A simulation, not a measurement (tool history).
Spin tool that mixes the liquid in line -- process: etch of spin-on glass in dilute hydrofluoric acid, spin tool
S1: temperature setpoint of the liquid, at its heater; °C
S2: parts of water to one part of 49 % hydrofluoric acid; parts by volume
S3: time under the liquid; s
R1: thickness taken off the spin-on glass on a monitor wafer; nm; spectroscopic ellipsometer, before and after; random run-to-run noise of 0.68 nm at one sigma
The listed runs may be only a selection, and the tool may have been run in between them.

| run | hour | S1 | S2 | S3 | R1 |
|---|---|---|---|---|---|
| 1 | 0.0 | 23.0 | 105 | 80 | 29.930 |
| 2 | 5.8 | 23.0 | 105 | 80 | 29.669 |
| 3 | 7.7 | 26.0 | 105 | 80 | 33.506 |
| 4 | 9.0 | 26.0 | 140 | 80 | 24.205 |
| 5 | 13.6 | 25.0 | 140 | 80 | 23.494 |
| 6 | 18.5 | 25.5 | 130 | 80 | 25.715 |

Run 7, settings as shown, results not yet in. Your forecast:
| 7 | 23.7 | 26.0 | 120 | 80 | ? |

{"run 7": {"R1": 29.144}}
